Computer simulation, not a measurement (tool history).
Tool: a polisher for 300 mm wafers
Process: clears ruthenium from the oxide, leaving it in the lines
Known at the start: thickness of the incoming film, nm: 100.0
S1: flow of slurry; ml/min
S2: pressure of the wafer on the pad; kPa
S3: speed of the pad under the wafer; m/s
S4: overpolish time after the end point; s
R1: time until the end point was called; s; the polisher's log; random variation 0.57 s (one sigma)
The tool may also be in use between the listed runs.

Run 1, hour 0.0: S1 185 ml/min, S2 13.1 kPa, S3 1.08 m/s, S4 23 s. Result: R1 106.960 s.
Run 2, hour 0.5: S1 190 ml/min, S2 14.5 kPa, S3 1.08 m/s, S4 23 s. Result: R1 96.650 s.
Run 3, hour 9.1: S1 210 ml/min, S2 14.5 kPa, S3 1.08 m/s, S4 23 s. Result: R1 94.184 s.
Run 4, hour 13.0: S1 210 ml/min, S2 14.5 kPa, S3 0.82 m/s, S4 23 s. Result: R1 120.770 s.
Run 5, hour 16.0: S1 195 ml/min, S2 14.5 kPa, S3 0.82 m/s, S4 23 s. Result: R1 124.810 s.
Run 6, hour 18.1: S1 195 ml/min, S2 14.5 kPa, S3 0.82 m/s, S4 25 s. Result: R1 122.980 s.
Run 7, hour 26.5: S1 205 ml/min, S2 15.9 kPa, S3 0.84 m/s, S4 25 s. Result: R1 110.510 s.
Run 8, hour 28.6: S1 215 ml/min, S2 16.5 kPa, S3 0.86 m/s, S4 25 s. Result: R1 103.630 s.
Run 9, hour 36.7: S1 220 ml/min, S2 17.2 kPa, S3 0.88 m/s, S4 25 s. Result: R1 96.278 s.

The next listed run, before its measurement:
Run 10, hour 43.0: S1 225 ml/min, S2 17.9 kPa, S3 0.90 m/s, S4 25 s. Result: R1 ?.

{"run 10": {"R1": 91.23}}
